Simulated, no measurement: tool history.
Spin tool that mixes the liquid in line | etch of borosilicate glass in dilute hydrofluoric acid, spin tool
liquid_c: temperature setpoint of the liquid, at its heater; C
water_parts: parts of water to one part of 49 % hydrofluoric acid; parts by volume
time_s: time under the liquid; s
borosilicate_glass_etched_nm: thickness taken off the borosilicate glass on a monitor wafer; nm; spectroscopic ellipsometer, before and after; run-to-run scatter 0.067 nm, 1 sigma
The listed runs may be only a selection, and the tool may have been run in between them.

{"run": 1, "hour": 0.0, "liquid_c": 24.0, "water_parts": 145, "time_s": 25, "borosilicate_glass_etched_nm": 6.7775}
{"run": 2, "hour": 2.8, "liquid_c": 26.5, "water_parts": 135, "time_s": 25, "borosilicate_glass_etched_nm": 8.0939}
{"run": 3, "hour": 6.7, "liquid_c": 28.0, "water_parts": 125, "time_s": 25, "borosilicate_glass_etched_nm": 9.3138}
{"run": 4, "hour": 7.4, "liquid_c": 28.0, "water_parts": 125, "time_s": 20, "borosilicate_glass_etched_nm": 7.4614}
{"run": 5, "hour": 12.6, "liquid_c": 25.0, "water_parts": 125, "time_s": 20, "borosilicate_glass_etched_nm": 6.6874}
{"run": 6, "hour": 16.0, "liquid_c": 25.0, "water_parts": 125, "time_s": 25, "borosilicate_glass_etched_nm": 8.3489}
{"run": 7, "hour": 18.5, "liquid_c": 27.0, "water_parts": 120, "time_s": 25, "borosilicate_glass_etched_nm": 9.3666}
{"run": 8, "hour": 22.5, "liquid_c": 31.0, "water_parts": 105, "time_s": 25, "borosilicate_glass_etched_nm": 12.909}

Run 9 has not been measured yet. What should we expect?
{"run": 9, "hour": 24.0, "liquid_c": 30.5, "water_parts": 105, "time_s": 25, "borosilicate_glass_etched_nm": "?"}

{"run 9": {"borosilicate_glass_etched_nm": 12.553}}
